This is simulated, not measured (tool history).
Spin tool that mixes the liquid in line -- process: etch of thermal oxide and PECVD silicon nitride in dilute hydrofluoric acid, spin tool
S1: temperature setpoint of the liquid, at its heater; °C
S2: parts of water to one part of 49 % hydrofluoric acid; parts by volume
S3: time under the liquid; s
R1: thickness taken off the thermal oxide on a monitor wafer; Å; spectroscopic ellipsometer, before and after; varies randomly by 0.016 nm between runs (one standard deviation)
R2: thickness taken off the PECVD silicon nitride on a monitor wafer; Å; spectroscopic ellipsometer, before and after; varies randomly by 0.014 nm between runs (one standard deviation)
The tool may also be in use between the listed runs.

{"run": 1, "hour": 0.0, "S1": 21, "S2": 220, "S3": 180, "R1": 33.413, "R2": 14.782}
{"run": 2, "hour": 2.8, "S1": 20.5, "S2": 235, "S3": 180, "R1": 30.706, "R2": 13.159}
{"run": 3, "hour": 11.5, "S1": 20.5, "S2": 250, "S3": 180, "R1": 28.086, "R2": 12.694}
{"run": 4, "hour": 16.7, "S1": 20.5, "S2": 250, "S3": 105, "R1": 16.464, "R2": 7.338}
{"run": 5, "hour": 22.8, "S1": 20.5, "S2": 250, "S3": 170, "R1": 26.806, "R2": 11.811}
{"run": 6, "hour": 31.5, "S1": 20, "S2": 260, "S3": 170, "R1": 25.123, "R2": 11.141}

Estimate the outcome of run 7 from the log above:
{"hour": 33.3, "done": "hydrofluoric acid flow meter replaced"}
{"run": 7, "hour": 33.3, "S1": 17, "S2": 300, "S3": 170, "R1": "?", "R2": "?"}

R1: 16.621 Å
R2: 7.0928 Å
